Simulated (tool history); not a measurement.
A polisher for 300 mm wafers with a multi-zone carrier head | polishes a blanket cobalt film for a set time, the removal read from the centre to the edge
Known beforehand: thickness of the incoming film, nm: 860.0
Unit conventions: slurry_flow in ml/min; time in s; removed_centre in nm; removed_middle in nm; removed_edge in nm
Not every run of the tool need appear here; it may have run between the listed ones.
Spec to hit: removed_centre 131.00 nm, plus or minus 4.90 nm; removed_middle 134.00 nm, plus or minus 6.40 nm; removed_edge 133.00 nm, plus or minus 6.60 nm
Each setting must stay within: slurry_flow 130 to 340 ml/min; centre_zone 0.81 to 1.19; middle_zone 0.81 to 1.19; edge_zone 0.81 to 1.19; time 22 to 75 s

run 1 hour=0.0 | slurry_flow=220 centre_zone=1.00 middle_zone=1.00 edge_zone=1.00 time=48 | removed_centre=253.26 removed_middle=247.04 removed_edge=252.22
run 2 hour=6.8 | slurry_flow=195 centre_zone=1.00 middle_zone=1.00 edge_zone=1.00 time=48 | removed_centre=249.73 removed_middle=241.95 removed_edge=249.25
run 3 hour=9.9 | slurry_flow=195 centre_zone=1.00 middle_zone=1.00 edge_zone=1.00 time=59 | removed_centre=310.55 removed_middle=287.80 removed_edge=304.54
run 4 hour=12.5 | slurry_flow=175 centre_zone=0.98 middle_zone=0.96 edge_zone=0.93 time=46 | removed_centre=224.57 removed_middle=220.18 removed_edge=221.58
run 5 hour=17.8 | slurry_flow=165 centre_zone=0.97 middle_zone=0.92 edge_zone=0.90 time=39 | removed_centre=188.03 removed_middle=175.36 removed_edge=191.72
run 6 hour=26.4 | slurry_flow=165 centre_zone=0.97 middle_zone=0.88 edge_zone=0.90 time=39 | removed_centre=188.42 removed_middle=175.74 removed_edge=183.25
run 7 hour=30.4 | slurry_flow=190 centre_zone=0.93 middle_zone=0.86 edge_zone=0.87 time=34 | removed_centre=158.97 removed_middle=150.55 removed_edge=164.58
run 8 hour=31.9 | slurry_flow=180 centre_zone=0.94 middle_zone=0.92 edge_zone=0.85 time=30 | removed_centre=142.97 removed_middle=141.68 removed_edge=143.31
run 9 hour=38.9 | slurry_flow=180 centre_zone=0.93 middle_zone=0.92 edge_zone=0.84 time=29 | removed_centre=135.81 removed_middle=133.36 removed_edge=137.26

5 next moves are on the table. One of them brings every result within its allowed miss. Which?
run A hour=45.9 | slurry_flow=170 centre_zone=0.85 middle_zone=0.88 edge_zone=0.87 time=31 | removed_centre=? removed_middle=? removed_edge=?
run B hour=45.9 | slurry_flow=160 centre_zone=1.04 middle_zone=1.06 edge_zone=0.81 time=27 | removed_centre=? removed_middle=? removed_edge=?
run C hour=45.9 | slurry_flow=260 centre_zone=0.93 middle_zone=0.91 edge_zone=0.84 time=28 | removed_centre=? removed_middle=? removed_edge=?
run D hour=45.9 | slurry_flow=195 centre_zone=0.87 middle_zone=0.83 edge_zone=0.85 time=31 | removed_centre=? removed_middle=? removed_edge=?
run E hour=45.9 | slurry_flow=205 centre_zone=0.94 middle_zone=0.96 edge_zone=0.91 time=27 | removed_centre=? removed_middle=? removed_edge=?

move=A removed_centre=132.16 removed_middle=133.16 removed_edge=152.08
move=B removed_centre=139.27 removed_middle=131.62 removed_edge=126.76
move=C removed_centre=140.68 removed_middle=131.62 removed_edge=141.87
move=D removed_centre=139.09 removed_middle=130.82 removed_edge=153.32
move=E removed_centre=132.27 removed_middle=127.81 removed_edge=138.50
A: brings the result that was furthest off to its target, and leaves another outside
B: its largest miss is bigger than the last run's
C: its largest miss is bigger than the last run's
D: its largest miss is bigger than the last run's
E: all results land within tolerance of their targets
Correct choice: E, which meets every target
